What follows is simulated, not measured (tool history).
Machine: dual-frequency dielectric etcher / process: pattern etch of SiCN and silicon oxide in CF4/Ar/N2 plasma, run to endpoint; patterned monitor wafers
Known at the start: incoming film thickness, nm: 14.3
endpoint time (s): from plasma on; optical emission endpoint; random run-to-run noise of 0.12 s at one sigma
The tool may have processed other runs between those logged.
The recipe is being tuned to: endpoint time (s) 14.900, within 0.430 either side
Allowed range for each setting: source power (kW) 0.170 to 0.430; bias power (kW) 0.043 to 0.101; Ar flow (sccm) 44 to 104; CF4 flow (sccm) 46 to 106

run  hour  source power (kW)  bias power (kW)  Ar flow (sccm)  CF4 flow (sccm)  endpoint time (s)
  1   0.0              0.300            0.072              74               76             22.075
  2   6.2              0.360            0.072              74               76             19.078
  3   7.2              0.370            0.074              73               77             18.036
  4  11.0              0.380            0.075              73               77             17.751
  5  12.0              0.390            0.076              72               78             16.919
  6  13.4              0.390            0.068              72               78             17.651
  7  19.6              0.400            0.069              71               79             17.166
  8  22.6              0.400            0.070              71               79             17.122
  9  24.6              0.400            0.072              71               79             16.929
 10  26.3              0.400            0.073              71               79             16.786
 11  33.9              0.400            0.074              71               79             16.760

Pick the move, out of 5, that brings all results within their allowed miss; only one does.
  A  41.5              0.430            0.080              65               82                  ?
  B  41.5              0.430            0.061              63               96                  ?
  C  41.5              0.410            0.076              64               82                  ?
  D  41.5              0.400            0.085              70               83                  ?
  E  41.5              0.430            0.080              75               70                  ?

move  endpoint time (s)
   A             14.899
   B             16.031
   C             15.830
   D             15.682
   E             15.402
A: every result within its allowed miss
B: gains on the last run, yet a result remains outside its allowed miss
C: gains on the last run, yet a result remains outside its allowed miss
D: gains on the last run, yet a result remains outside its allowed miss
E: gains on the last run, yet a result remains outside its allowed miss
Answer: A
